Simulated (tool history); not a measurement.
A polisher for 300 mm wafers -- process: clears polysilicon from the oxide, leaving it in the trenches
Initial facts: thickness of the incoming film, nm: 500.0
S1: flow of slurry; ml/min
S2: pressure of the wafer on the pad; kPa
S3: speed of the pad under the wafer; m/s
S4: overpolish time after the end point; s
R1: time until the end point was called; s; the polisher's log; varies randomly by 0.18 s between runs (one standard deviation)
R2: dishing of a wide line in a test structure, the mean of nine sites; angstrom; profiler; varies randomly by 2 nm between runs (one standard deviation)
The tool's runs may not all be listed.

| run | hour | S1 | S2 | S3 | S4 | R1 | R2 |
|---|---|---|---|---|---|---|---|
| 1 | 0.0 | 265 | 22.8 | 0.98 | 9 | 29.918 | 748.75 |
| 2 | 2.4 | 270 | 24.1 | 0.98 | 9 | 28.243 | 744.14 |
| 3 | 9.0 | 225 | 24.1 | 0.98 | 9 | 28.738 | 781.96 |
| 4 | 17.9 | 225 | 20.0 | 0.98 | 9 | 34.328 | 707.29 |
| 5 | 26.0 | 250 | 20.0 | 0.98 | 9 | 33.817 | 674.16 |
| 6 | 29.6 | 260 | 22.1 | 0.98 | 9 | 30.531 | 707.05 |
| 7 | 37.4 | 275 | 23.4 | 0.98 | 9 | 28.627 | 721.65 |

What will run 8 give?
|  | 40.1 | head pressure recalibrated |
| 8 | 40.1 | 285 | 24.8 | 0.98 | 10 | ? | ? |

{"run 8": {"R1": 29.853, "R2": 757.48}}

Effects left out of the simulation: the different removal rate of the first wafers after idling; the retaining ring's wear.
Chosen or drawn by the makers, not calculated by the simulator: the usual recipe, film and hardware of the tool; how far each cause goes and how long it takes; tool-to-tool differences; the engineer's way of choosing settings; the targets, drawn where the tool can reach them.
